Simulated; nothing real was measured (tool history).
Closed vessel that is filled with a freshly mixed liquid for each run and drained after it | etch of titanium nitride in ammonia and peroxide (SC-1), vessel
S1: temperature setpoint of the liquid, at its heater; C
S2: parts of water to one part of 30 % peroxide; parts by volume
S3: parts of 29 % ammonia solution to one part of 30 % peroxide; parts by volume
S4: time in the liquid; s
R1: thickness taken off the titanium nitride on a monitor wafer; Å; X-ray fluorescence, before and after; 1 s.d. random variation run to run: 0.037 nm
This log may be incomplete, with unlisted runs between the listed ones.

| run | hour | S1 | S2 | S3 | S4 | R1 |
|---|---|---|---|---|---|---|
| 1 | 0 | 46 | 12.5 | 0.55 | 315 | 78.463 |
| 2 | 6 | 45.5 | 12.5 | 0.55 | 315 | 76.737 |
| 3 | 12.9 | 45.5 | 12.5 | 0.75 | 315 | 80.824 |
| 4 | 16.8 | 45.5 | 10 | 0.75 | 315 | 89.825 |
| 5 | 19.7 | 45.5 | 10 | 0.65 | 315 | 88.79 |
| 6 | 26.7 | 49 | 10 | 0.65 | 315 | 113.78 |
| 7 | 34.9 | 48 | 10 | 0.65 | 315 | 104.75 |
| 8 | 39.1 | 47 | 10 | 0.65 | 315 | 98.469 |
| 9 | 41.7 | 46 | 10 | 0.65 | 315 | 92.121 |

What will run 10 give?
| 10 | 43 | 41 | 10 | 0.65 | 315 | ? |

R1: 63.961 Å
